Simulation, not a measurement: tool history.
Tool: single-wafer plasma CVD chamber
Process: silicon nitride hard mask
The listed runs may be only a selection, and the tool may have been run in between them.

run  hour  heater temperature setpoint (°C)  chamber pressure (mTorr)  RF power (W)  deposition time (s)  mean film thickness on the monitor wafer (nm)
  1   0.0                               375                      1110           385                 56.0                                         64.680
  2   7.1                               375                      1110           335                 56.0                                         61.007
  3  14.3                               375                      1210           335                 56.0                                         63.405
  4  20.4                               375                      1070           320                 56.0                                         59.356
  5  28.8                               375                       970           305                 56.0                                         56.146
  6  31.3                               370                       970           305                 56.0                                         55.593

What will run 7 give?
  7  34.0                               370                       900           300                 56.0                                              ?

Run 7 yielded mean film thickness on the monitor wafer (nm) 53.619.

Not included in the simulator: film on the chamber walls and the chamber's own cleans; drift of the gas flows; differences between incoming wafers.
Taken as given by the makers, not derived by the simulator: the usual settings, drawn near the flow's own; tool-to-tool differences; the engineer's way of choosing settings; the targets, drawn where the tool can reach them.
